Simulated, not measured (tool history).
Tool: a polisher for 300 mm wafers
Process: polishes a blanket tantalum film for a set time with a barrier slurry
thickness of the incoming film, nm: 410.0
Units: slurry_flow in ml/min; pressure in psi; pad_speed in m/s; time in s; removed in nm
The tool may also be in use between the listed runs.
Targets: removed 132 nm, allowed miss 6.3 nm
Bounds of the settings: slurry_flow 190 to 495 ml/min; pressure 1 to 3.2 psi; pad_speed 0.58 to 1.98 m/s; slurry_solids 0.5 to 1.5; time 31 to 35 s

Run 1, hour 0: slurry_flow 320 ml/min, pressure 2.1 psi, pad_speed 1.28 m/s, slurry_solids 1, time 35 s. Result: removed 81.329 nm.
Run 2, hour 7.8: slurry_flow 320 ml/min, pressure 2.1 psi, pad_speed 1.28 m/s, slurry_solids 1, time 31 s. Result: removed 73.608 nm.
Run 3, hour 13.4: slurry_flow 375 ml/min, pressure 2.1 psi, pad_speed 1.28 m/s, slurry_solids 1, time 31 s. Result: removed 73.235 nm.
Run 4, hour 18.5: slurry_flow 375 ml/min, pressure 2.1 psi, pad_speed 1.28 m/s, slurry_solids 1, time 35 s. Result: removed 83.334 nm.
Run 5, hour 20.4: slurry_flow 375 ml/min, pressure 2.2 psi, pad_speed 1.28 m/s, slurry_solids 1, time 35 s. Result: removed 87.135 nm.
Run 6, hour 25.1: slurry_flow 375 ml/min, pressure 2.2 psi, pad_speed 1.08 m/s, slurry_solids 1, time 35 s. Result: removed 72.343 nm.
Run 7, hour 29.4: slurry_flow 375 ml/min, pressure 2.3 psi, pad_speed 1.1 m/s, slurry_solids 1, time 35 s. Result: removed 79.429 nm.
Run 8, hour 30.2: slurry_flow 375 ml/min, pressure 2.4 psi, pad_speed 1.1 m/s, slurry_solids 1, time 35 s. Result: removed 81.645 nm.
Run 9, hour 31.7: slurry_flow 380 ml/min, pressure 3 psi, pad_speed 1.34 m/s, slurry_solids 1.05, time 35 s. Result: removed 124.51 nm.

4 next moves are on the table. One of them brings every result within its allowed miss. Which?
Run A, hour 33.2: slurry_flow 345 ml/min, pressure 3.1 psi, pad_speed 1.36 m/s, slurry_solids 1.1, time 35 s. Result: removed ?.
Run B, hour 33.2: slurry_flow 420 ml/min, pressure 3.2 psi, pad_speed 1.46 m/s, slurry_solids 1.2, time 35 s. Result: removed ?.
Run C, hour 33.2: slurry_flow 370 ml/min, pressure 3.1 psi, pad_speed 1.5 m/s, slurry_solids 1.15, time 35 s. Result: removed ?.
Run D, hour 33.2: slurry_flow 375 ml/min, pressure 3.2 psi, pad_speed 1.48 m/s, slurry_solids 1.1, time 35 s. Result: removed ?.

move  removed
   A   129.98
   B   148.56
   C   145.21
   D   146.41
A: meets every target
B: takes the result that was furthest off past its target
C: takes the result that was furthest off past its target
D: takes the result that was furthest off past its target
Move A is the one to make.

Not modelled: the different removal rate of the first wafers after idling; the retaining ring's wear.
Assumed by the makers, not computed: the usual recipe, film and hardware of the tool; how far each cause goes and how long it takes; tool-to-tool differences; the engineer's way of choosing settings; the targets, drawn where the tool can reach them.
